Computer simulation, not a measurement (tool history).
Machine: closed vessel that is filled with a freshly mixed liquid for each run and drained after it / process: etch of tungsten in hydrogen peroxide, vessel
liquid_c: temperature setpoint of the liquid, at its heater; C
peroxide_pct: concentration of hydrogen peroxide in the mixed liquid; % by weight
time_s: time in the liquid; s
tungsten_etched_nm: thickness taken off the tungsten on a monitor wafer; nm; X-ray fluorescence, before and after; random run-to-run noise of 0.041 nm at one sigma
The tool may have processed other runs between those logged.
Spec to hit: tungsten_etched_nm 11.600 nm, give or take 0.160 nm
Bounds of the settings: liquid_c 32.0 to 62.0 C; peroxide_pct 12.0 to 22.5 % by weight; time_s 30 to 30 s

| run | hour | liquid_c | peroxide_pct | time_s | tungsten_etched_nm |
|---|---|---|---|---|---|
| 1 | 0.0 | 46.0 | 15.5 | 30 | 20.091 |
| 2 | 1.6 | 45.0 | 15.5 | 30 | 18.768 |
| 3 | 3.3 | 45.0 | 15.5 | 30 | 18.778 |
| 4 | 6.0 | 45.0 | 18.5 | 30 | 20.619 |
| 5 | 7.4 | 44.0 | 18.5 | 30 | 19.252 |
| 6 | 16.4 | 49.5 | 18.5 | 30 | 27.033 |
| 7 | 22.3 | 48.0 | 18.5 | 30 | 24.722 |
| 8 | 25.8 | 46.5 | 18.5 | 30 | 22.590 |
| 9 | 34.2 | 38.5 | 18.5 | 30 | 13.472 |
| 10 | 38.1 | 38.0 | 18.5 | 30 | 13.014 |
| 11 | 44.4 | 37.0 | 18.5 | 30 | 12.180 |
| 12 | 48.9 | 36.5 | 18.5 | 30 | 11.831 |

Which of these 4 next moves meets every target?
| A | 53.4 | 37.0 | 18.0 | 30 | ? |
| B | 53.4 | 35.5 | 20.5 | 30 | ? |
| C | 53.4 | 36.5 | 20.0 | 30 | ? |
| D | 53.4 | 35.5 | 22.5 | 30 | ? |

| move | tungsten_etched_nm |
|---|---|
| A | 11.992 |
| B | 11.579 |
| C | 12.227 |
| D | 12.131 |
A: the biggest miss grows against the last run
B: in spec on every target
C: the biggest miss grows against the last run
D: the biggest miss grows against the last run
So the answer is move B, the one that meets all the targets.
